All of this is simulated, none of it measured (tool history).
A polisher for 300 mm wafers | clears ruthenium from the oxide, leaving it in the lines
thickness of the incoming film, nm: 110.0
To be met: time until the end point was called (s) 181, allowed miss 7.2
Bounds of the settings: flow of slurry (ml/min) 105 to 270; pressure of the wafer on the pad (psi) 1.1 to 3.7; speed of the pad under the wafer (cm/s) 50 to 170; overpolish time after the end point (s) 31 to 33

run  hour  flow of slurry (ml/min)  pressure of the wafer on the pad (psi)  speed of the pad under the wafer (cm/s)  overpolish time after the end point (s)  time until the end point was called (s)
  1     0                      175                                     2.4                                      110                                       31                                   75.874
  2   6.6                      175                                     2.2                                      104                                       31                                   85.697
  3  13.9                      175                                     2.2                                      124                                       31                                   71.613
  4  15.7                      175                                     2.7                                      124                                       31                                   60.132
  5  20.4                      175                                     2.7                                      124                                       31                                   60.538
  6  23.7                      175                                     2.7                                      124                                       31                                   60.498
  7  32.3                      170                                     2.4                                      114                                       31                                   73.264
  8  33.7                      170                                     2.2                                      104                                       31                                   86.977
  9  37.7                      155                                     1.6                                       74                                       31                                   166.33
 10    43                      155                                     1.6                                       74                                       31                                   164.84
 11  47.8                      150                                     1.6                                       74                                       31                                   167.35
 12  53.3                      145                                     1.6                                       74                                       31                                   165.57

5 next moves are on the table. One of them brings every result within its allowed miss. Which?
  A  58.8                      170                                     1.5                                       88                                       31                                        ?
  B  58.8                      145                                     1.8                                       78                                       31                                        ?
  C  58.8                      120                                     1.4                                       88                                       31                                        ?
  D  58.8                      115                                     1.4                                      104                                       31                                        ?
  E  58.8                      105                                     1.5                                       78                                       31                                        ?

move  time until the end point was called (s)
   A                                   147.23
   B                                   142.28
   C                                   169.01
   D                                   146.33
   E                                    183.4
A: further off than the last run
B: further off than the last run
C: nearer than the last run, and not there yet
D: further off than the last run
E: meets every target
Answer: E
